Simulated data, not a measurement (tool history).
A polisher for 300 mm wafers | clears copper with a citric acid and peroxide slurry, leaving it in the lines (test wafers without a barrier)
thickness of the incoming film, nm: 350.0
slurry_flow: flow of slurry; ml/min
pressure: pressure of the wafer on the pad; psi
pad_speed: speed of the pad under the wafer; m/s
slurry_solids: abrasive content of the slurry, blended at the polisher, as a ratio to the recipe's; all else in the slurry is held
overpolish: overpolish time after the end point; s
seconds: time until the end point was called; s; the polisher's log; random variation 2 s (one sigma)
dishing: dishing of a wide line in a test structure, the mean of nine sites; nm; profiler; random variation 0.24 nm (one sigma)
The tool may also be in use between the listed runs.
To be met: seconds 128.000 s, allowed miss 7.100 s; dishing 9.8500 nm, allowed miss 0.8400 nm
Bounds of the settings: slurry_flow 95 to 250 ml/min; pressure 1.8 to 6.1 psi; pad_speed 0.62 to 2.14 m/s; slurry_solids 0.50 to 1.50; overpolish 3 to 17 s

{"run": 1, "hour": 0.0, "slurry_flow": 160, "pressure": 3.9, "pad_speed": 1.38, "slurry_solids": 1.0, "overpolish": 9, "seconds": 94.039, "dishing": 24.073}
{"run": 2, "hour": 7.3, "slurry_flow": 160, "pressure": 3.9, "pad_speed": 1.72, "slurry_solids": 1.0, "overpolish": 9, "seconds": 80.824, "dishing": 26.911}
{"run": 3, "hour": 8.6, "slurry_flow": 160, "pressure": 3.5, "pad_speed": 1.7, "slurry_solids": 1.0, "overpolish": 8, "seconds": 88.118, "dishing": 22.32}
{"run": 4, "hour": 17.5, "slurry_flow": 160, "pressure": 3.5, "pad_speed": 1.46, "slurry_solids": 1.0, "overpolish": 8, "seconds": 98.56, "dishing": 19.017}
{"run": 5, "hour": 24.1, "slurry_flow": 160, "pressure": 3.2, "pad_speed": 1.46, "slurry_solids": 1.0, "overpolish": 7, "seconds": 108.29, "dishing": 16.305}
{"run": 6, "hour": 32.9, "slurry_flow": 160, "pressure": 3.0, "pad_speed": 1.46, "slurry_solids": 1.0, "overpolish": 6, "seconds": 114.62, "dishing": 12.851}
{"run": 7, "hour": 41.5, "slurry_flow": 160, "pressure": 2.9, "pad_speed": 1.46, "slurry_solids": 1.0, "overpolish": 6, "seconds": 119.63, "dishing": 12.398}
{"run": 8, "hour": 43.9, "slurry_flow": 160, "pressure": 2.6, "pad_speed": 1.46, "slurry_solids": 1.0, "overpolish": 4, "seconds": 126.91, "dishing": 7.7788}

Which of these 4 next moves meets every target?
{"run": "A", "hour": 46.3, "slurry_flow": 155, "pressure": 2.8, "pad_speed": 1.5, "slurry_solids": 0.8, "overpolish": 4, "seconds": "?", "dishing": "?"}
{"run": "B", "hour": 46.3, "slurry_flow": 125, "pressure": 2.8, "pad_speed": 1.58, "slurry_solids": 0.75, "overpolish": 5, "seconds": "?", "dishing": "?"}
{"run": "C", "hour": 46.3, "slurry_flow": 160, "pressure": 2.2, "pad_speed": 1.42, "slurry_solids": 1.0, "overpolish": 6, "seconds": "?", "dishing": "?"}
{"run": "D", "hour": 46.3, "slurry_flow": 200, "pressure": 2.4, "pad_speed": 1.66, "slurry_solids": 0.85, "overpolish": 4, "seconds": "?", "dishing": "?"}

move=A seconds=128.580 dishing=8.2513
move=B seconds=130.250 dishing=10.1060
move=C seconds=155.640 dishing=10.1190
move=D seconds=130.400 dishing=8.1277
A: nearer than the last run, and not there yet
B: meets every target
C: brings the result that was furthest off to its target, and leaves another outside
D: nearer than the last run, and not there yet
Answer: B

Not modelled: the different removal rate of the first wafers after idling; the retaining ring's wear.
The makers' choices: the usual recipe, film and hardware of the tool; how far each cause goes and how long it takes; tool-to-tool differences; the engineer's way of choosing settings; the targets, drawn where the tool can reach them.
